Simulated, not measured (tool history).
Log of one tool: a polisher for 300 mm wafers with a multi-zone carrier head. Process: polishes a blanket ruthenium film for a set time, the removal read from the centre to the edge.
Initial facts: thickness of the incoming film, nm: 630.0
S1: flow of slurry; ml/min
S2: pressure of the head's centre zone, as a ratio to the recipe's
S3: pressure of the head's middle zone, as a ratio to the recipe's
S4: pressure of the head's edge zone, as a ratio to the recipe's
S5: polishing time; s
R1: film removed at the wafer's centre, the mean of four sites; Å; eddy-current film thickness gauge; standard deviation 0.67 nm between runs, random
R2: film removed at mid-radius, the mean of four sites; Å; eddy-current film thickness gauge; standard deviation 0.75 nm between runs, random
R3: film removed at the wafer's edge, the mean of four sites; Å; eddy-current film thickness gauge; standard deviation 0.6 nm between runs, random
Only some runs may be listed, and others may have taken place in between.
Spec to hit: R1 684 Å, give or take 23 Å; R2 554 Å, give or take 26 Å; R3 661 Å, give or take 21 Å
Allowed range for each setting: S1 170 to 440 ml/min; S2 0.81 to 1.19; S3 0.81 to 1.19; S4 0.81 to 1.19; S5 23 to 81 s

| run | hour | S1 | S2 | S3 | S4 | S5 | R1 | R2 | R3 |
|---|---|---|---|---|---|---|---|---|---|
| 1 | 0 | 280 | 1 | 1 | 1 | 52 | 457.46 | 437.19 | 439.24 |
| 2 | 3.1 | 280 | 1 | 1 | 1 | 63 | 544.27 | 544.83 | 526.97 |
| 3 | 11.4 | 285 | 1.01 | 0.98 | 1.03 | 64 | 563.34 | 513.63 | 553.73 |
| 4 | 19 | 285 | 1.01 | 0.91 | 1.03 | 64 | 565.13 | 510.65 | 551.61 |
| 5 | 20.8 | 285 | 1.01 | 0.91 | 1.08 | 64 | 558.81 | 502.8 | 571.32 |
| 6 | 26.2 | 290 | 1.03 | 0.92 | 1.09 | 65 | 578.96 | 512.17 | 576.9 |
| 7 | 31.1 | 290 | 1.04 | 0.92 | 1.1 | 66 | 596.27 | 513.19 | 587.53 |
|  | 38.8 | worn pad replaced by a new one |
| 8 | 38.8 | 295 | 1.05 | 0.92 | 1.11 | 67 | 642.85 | 575.51 | 650.1 |

5 candidate next runs follow, results not yet known. Just one meets every target within its allowed miss. Identify it.
| A | 46.5 | 315 | 1.04 | 0.93 | 1.13 | 72 | ? | ? | ? |
| B | 46.5 | 340 | 1.04 | 0.93 | 1.03 | 65 | ? | ? | ? |
| C | 46.5 | 295 | 1.06 | 0.97 | 1.07 | 70 | ? | ? | ? |
| D | 46.5 | 315 | 1.03 | 0.97 | 1.19 | 72 | ? | ? | ? |
| E | 46.5 | 300 | 1.06 | 0.85 | 1.07 | 70 | ? | ? | ? |

| move | R1 | R2 | R3 |
|---|---|---|---|
| A | 687.22 | 613.68 | 698.59 |
| B | 624.05 | 557.05 | 604.5 |
| C | 675.38 | 615.15 | 657.97 |
| D | 681.98 | 635.68 | 717.21 |
| E | 675.72 | 551.89 | 659.64 |
A: brings the last run's worst result on target, with another outside its allowed miss
B: further off than the last run
C: brings the last run's worst result on target, with another outside its allowed miss
D: brings the last run's worst result on target, with another outside its allowed miss
E: all results land within tolerance of their targets
Answer: E
